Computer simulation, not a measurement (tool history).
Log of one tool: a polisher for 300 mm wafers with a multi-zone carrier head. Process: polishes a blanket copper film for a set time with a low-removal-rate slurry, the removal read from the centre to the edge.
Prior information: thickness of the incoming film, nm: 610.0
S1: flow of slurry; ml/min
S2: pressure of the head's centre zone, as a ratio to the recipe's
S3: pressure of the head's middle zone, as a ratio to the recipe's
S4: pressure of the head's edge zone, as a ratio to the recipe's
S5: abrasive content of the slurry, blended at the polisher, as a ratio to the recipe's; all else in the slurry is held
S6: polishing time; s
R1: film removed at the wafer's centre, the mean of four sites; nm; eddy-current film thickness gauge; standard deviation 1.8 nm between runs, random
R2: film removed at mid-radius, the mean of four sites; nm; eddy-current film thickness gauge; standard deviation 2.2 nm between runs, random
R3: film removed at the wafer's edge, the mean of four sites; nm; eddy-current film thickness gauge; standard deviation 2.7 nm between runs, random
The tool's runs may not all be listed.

run 1 hour=0.0 | S1=175 S2=1.00 S3=1.00 S4=1.00 S5=1.00 S6=73 | R1=210.46 R2=201.43 R3=205.22
run 2 hour=5.2 | S1=175 S2=1.04 S3=1.00 S4=1.00 S5=1.00 S6=73 | R1=220.47 R2=198.01 R3=208.05
run 3 hour=6.0 | S1=175 S2=1.04 S3=0.92 S4=1.00 S5=1.00 S6=73 | R1=223.02 R2=189.49 R3=205.69
run 4 hour=7.7 | S1=175 S2=0.96 S3=0.92 S4=1.00 S5=1.00 S6=73 | R1=202.20 R2=188.82 R3=204.20
run 5 hour=14.1 | S1=185 S2=0.97 S3=0.96 S4=1.01 S5=1.10 S6=74 | R1=214.61 R2=197.70 R3=215.17
run 6 hour=18.9 | S1=180 S2=0.97 S3=0.99 S4=0.99 S5=1.15 S6=77 | R1=222.42 R2=215.69 R3=223.60

Run 7 is up next; what results do you expect?
run 7 hour=25.4 | S1=185 S2=0.98 S3=1.02 S4=0.99 S5=1.20 S6=78 | R1=? R2=? R3=?

{"run 7": {"R1": 229.11, "R2": 224.51, "R3": 226.84}}

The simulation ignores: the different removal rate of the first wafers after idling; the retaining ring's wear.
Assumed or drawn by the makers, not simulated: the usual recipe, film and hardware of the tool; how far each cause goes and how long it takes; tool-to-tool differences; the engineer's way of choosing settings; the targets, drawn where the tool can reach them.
